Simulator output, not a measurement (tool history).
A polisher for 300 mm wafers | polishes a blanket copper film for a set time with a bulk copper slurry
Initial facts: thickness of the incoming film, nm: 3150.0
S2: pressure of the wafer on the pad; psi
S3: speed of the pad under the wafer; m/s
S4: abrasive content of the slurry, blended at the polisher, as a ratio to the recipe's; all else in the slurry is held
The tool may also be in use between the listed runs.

run 1 day=0 | flow_of_slurry_(ml/min)=130 S2=3.4 S3=1.42 S4=1 polishing_time_(s)=94 | film_removed_(Å)=14524
run 2 day=0.175 | flow_of_slurry_(ml/min)=130 S2=3.4 S3=1.6 S4=1 polishing_time_(s)=94 | film_removed_(Å)=16109
run 3 day=0.429 | flow_of_slurry_(ml/min)=130 S2=3.2 S3=1.6 S4=1 polishing_time_(s)=94 | film_removed_(Å)=15764
run 4 day=0.546 | flow_of_slurry_(ml/min)=130 S2=3.2 S3=1.6 S4=0.85 polishing_time_(s)=94 | film_removed_(Å)=15252
run 5 day=0.808 | flow_of_slurry_(ml/min)=130 S2=4 S3=1.6 S4=0.85 polishing_time_(s)=94 | film_removed_(Å)=17399
run 6 day=1.096 | flow_of_slurry_(ml/min)=130 S2=3.7 S3=1.56 S4=0.85 polishing_time_(s)=94 | film_removed_(Å)=16021
run 7 day=1.329 | flow_of_slurry_(ml/min)=130 S2=3.4 S3=1.54 S4=0.85 polishing_time_(s)=94 | film_removed_(Å)=14868

What does the tool deliver on the next run?
-- day=1.479 head pressure recalibrated
run 8 day=1.479 | flow_of_slurry_(ml/min)=130 S2=3.1 S3=1.52 S4=0.85 polishing_time_(s)=94 | film_removed_(Å)=?

film removed (Å): 15080
